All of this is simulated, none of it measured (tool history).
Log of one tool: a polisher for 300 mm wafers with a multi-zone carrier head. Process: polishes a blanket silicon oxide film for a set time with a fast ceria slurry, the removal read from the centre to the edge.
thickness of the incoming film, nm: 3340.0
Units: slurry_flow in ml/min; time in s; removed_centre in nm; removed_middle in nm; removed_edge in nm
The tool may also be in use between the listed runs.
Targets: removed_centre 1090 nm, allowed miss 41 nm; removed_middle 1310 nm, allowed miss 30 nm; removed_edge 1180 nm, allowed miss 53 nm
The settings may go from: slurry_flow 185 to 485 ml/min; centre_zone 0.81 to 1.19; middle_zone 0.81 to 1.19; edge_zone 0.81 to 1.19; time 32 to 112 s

| run | hour | slurry_flow | centre_zone | middle_zone | edge_zone | time | removed_centre | removed_middle | removed_edge |
|---|---|---|---|---|---|---|---|---|---|
| 1 | 0 | 310 | 1 | 1 | 1 | 72 | 826.3 | 809.45 | 824.19 |
| 2 | 1.1 | 315 | 1 | 1.02 | 1.01 | 74 | 846.07 | 851.93 | 853.14 |
| 3 | 2.6 | 315 | 1 | 1.06 | 1.01 | 74 | 843.15 | 876.42 | 850.24 |
| 4 | 3.8 | 320 | 1 | 1.07 | 1.02 | 76 | 875.7 | 905.53 | 911.06 |
| 5 | 6.8 | 320 | 1 | 1.02 | 1.02 | 76 | 870.23 | 871.22 | 894.28 |
| 6 | 8 | 350 | 1 | 1.02 | 1.02 | 76 | 890.09 | 869.5 | 906.39 |
| 7 | 10.2 | 340 | 1 | 1.04 | 1.02 | 78 | 920.02 | 899.09 | 918.86 |
| 8 | 12.1 | 340 | 1 | 1.04 | 1.02 | 78 | 901.68 | 911.2 | 918.02 |
| 9 | 18.5 | 335 | 1 | 1.05 | 1.02 | 80 | 932.93 | 936.29 | 943.55 |
| 10 | 26.6 | 330 | 0.99 | 1.06 | 1.02 | 82 | 934.45 | 968.7 | 980.49 |
| 11 | 32.6 | 325 | 0.99 | 1.07 | 1.01 | 84 | 981.46 | 995.26 | 976.54 |
| 12 | 38.8 | 320 | 0.98 | 1.08 | 1.01 | 86 | 989.26 | 1020.6 | 1021.2 |
| 13 | 46 | 410 | 0.92 | 1.18 | 0.93 | 98 | 1070.6 | 1263.4 | 1134.2 |

Which of these 5 next moves meets every target?
| A | 53.2 | 385 | 0.92 | 1.1 | 1.04 | 106 | ? | ? | ? |
| B | 53.2 | 435 | 0.96 | 1.19 | 0.92 | 95 | ? | ? | ? |
| C | 53.2 | 390 | 0.93 | 1.19 | 0.82 | 100 | ? | ? | ? |
| D | 53.2 | 425 | 0.89 | 1.14 | 0.92 | 103 | ? | ? | ? |
| E | 53.2 | 480 | 0.89 | 0.97 | 0.97 | 109 | ? | ? | ? |

| move | removed_centre | removed_middle | removed_edge |
|---|---|---|---|
| A | 1137.2 | 1311.1 | 1256.8 |
| B | 1074.9 | 1252 | 1074.4 |
| C | 1086.3 | 1307.9 | 1072.7 |
| D | 1077.5 | 1315.8 | 1164.1 |
| E | 1149.3 | 1258.4 | 1270.1 |
A: brings the result that was furthest off to its target, and leaves another outside
B: further off than the last run
C: brings the result that was furthest off to its target, and leaves another outside
D: meets every target
E: further off than the last run
Answer: D

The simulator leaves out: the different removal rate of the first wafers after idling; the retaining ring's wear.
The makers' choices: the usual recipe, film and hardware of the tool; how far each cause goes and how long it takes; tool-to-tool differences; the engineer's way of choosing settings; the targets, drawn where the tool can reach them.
